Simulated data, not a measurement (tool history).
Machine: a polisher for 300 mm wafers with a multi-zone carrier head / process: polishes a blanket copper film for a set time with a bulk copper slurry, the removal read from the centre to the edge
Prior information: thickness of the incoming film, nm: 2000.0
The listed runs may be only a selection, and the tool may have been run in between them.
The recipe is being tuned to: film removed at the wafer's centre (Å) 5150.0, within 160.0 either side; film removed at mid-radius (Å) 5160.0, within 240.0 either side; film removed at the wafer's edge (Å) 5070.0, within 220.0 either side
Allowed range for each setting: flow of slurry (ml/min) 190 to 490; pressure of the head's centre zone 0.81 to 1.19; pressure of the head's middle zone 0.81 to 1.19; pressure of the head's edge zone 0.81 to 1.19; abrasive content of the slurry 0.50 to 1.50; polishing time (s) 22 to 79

| run | hour | flow of slurry (ml/min) | pressure of the head's centre zone | pressure of the head's middle zone | pressure of the head's edge zone | abrasive content of the slurry | polishing time (s) | film removed at the wafer's centre (Å) | film removed at mid-radius (Å) | film removed at the wafer's edge (Å) |
|---|---|---|---|---|---|---|---|---|---|---|
| 1 | 0.0 | 315 | 1.00 | 1.00 | 1.00 | 1.00 | 50 | 3778.8 | 3740.7 | 3701.4 |
| 2 | 8.2 | 315 | 1.01 | 1.01 | 1.02 | 1.10 | 51 | 3966.5 | 4050.0 | 3906.0 |
| 3 | 11.2 | 315 | 1.01 | 1.05 | 1.02 | 1.10 | 51 | 3994.2 | 4029.6 | 3826.3 |
| 4 | 19.4 | 315 | 1.01 | 1.05 | 1.02 | 1.30 | 51 | 4110.6 | 4240.9 | 4033.7 |
| 5 | 20.0 | 315 | 1.02 | 1.05 | 1.04 | 1.35 | 52 | 4330.7 | 4351.6 | 4345.2 |
| 6 | 25.0 | 320 | 1.03 | 1.07 | 1.05 | 1.40 | 53 | 4424.9 | 4549.3 | 4387.9 |
| 7 | 27.9 | 320 | 1.04 | 1.07 | 1.06 | 1.40 | 54 | 4505.4 | 4675.6 | 4533.0 |
| 8 | 31.7 | 320 | 1.06 | 1.07 | 1.07 | 1.40 | 55 | 4652.8 | 4823.9 | 4548.4 |
| 9 | 38.5 | 320 | 1.07 | 1.06 | 1.08 | 1.40 | 56 | 4772.4 | 4738.5 | 4754.5 |
| 10 | 46.4 | 320 | 1.08 | 1.07 | 1.08 | 1.40 | 56 | 4809.9 | 4730.0 | 4592.7 |
| 11 | 48.8 | 325 | 1.08 | 1.07 | 1.08 | 1.40 | 56 | 4812.4 | 4782.1 | 4694.8 |
| 12 | 54.5 | 330 | 1.08 | 1.07 | 1.08 | 1.40 | 56 | 4819.3 | 4823.8 | 4756.4 |
| 13 | 61.3 | 340 | 1.09 | 1.07 | 1.08 | 1.40 | 56 | 4755.4 | 4809.4 | 4777.4 |

Pick the move, out of 4, that brings all results within their allowed miss; only one does.
| A | 68.1 | 270 | 1.13 | 0.94 | 1.13 | 1.50 | 61 | ? | ? | ? |
| B | 68.1 | 340 | 1.06 | 1.04 | 1.07 | 1.10 | 64 | ? | ? | ? |
| C | 68.1 | 330 | 1.14 | 1.02 | 1.11 | 1.35 | 57 | ? | ? | ? |
| D | 68.1 | 490 | 0.89 | 1.18 | 1.10 | 1.35 | 53 | ? | ? | ? |

| move | film removed at the wafer's centre (Å) | film removed at mid-radius (Å) | film removed at the wafer's edge (Å) |
|---|---|---|---|
| A | 5470.4 | 4901.5 | 5315.8 |
| B | 5187.1 | 5139.8 | 5081.1 |
| C | 5100.7 | 4755.8 | 4849.4 |
| D | 4153.2 | 4970.0 | 4574.1 |
A: moves the result that the last run missed by most past its target, out the other side
B: each result inside its tolerance
C: puts the biggest miss on target and leaves a different result outside tolerance
D: the biggest miss grows against the last run
Correct choice: B, which meets every target
